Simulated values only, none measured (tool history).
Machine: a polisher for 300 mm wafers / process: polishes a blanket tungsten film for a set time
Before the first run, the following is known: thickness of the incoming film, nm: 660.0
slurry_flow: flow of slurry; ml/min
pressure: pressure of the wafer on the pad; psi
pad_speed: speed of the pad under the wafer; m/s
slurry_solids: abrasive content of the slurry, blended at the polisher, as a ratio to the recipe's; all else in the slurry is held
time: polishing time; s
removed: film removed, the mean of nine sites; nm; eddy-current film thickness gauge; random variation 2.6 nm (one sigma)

run 1 hour=0 | slurry_flow=300 pressure=2.9 pad_speed=1.06 slurry_solids=1 time=50 | removed=164.58
run 2 hour=3.7 | slurry_flow=300 pressure=2.9 pad_speed=1.22 slurry_solids=1 time=50 | removed=188.63
run 3 hour=11.9 | slurry_flow=300 pressure=2.9 pad_speed=1.22 slurry_solids=1 time=50 | removed=193.61
run 4 hour=19.3 | slurry_flow=300 pressure=3.2 pad_speed=1.22 slurry_solids=1 time=50 | removed=209.44
run 5 hour=26.3 | slurry_flow=300 pressure=3.2 pad_speed=1.12 slurry_solids=1 time=50 | removed=193.74
run 6 hour=31.5 | slurry_flow=300 pressure=3.3 pad_speed=1.12 slurry_solids=1 time=50 | removed=199.97
run 7 hour=32.7 | slurry_flow=300 pressure=3.4 pad_speed=1.12 slurry_solids=1 time=50 | removed=204.17

What does the tool deliver on the next run?
run 8 hour=35.9 | slurry_flow=300 pressure=3.5 pad_speed=1.12 slurry_solids=1 time=50 | removed=?

removed: 211.99 nm
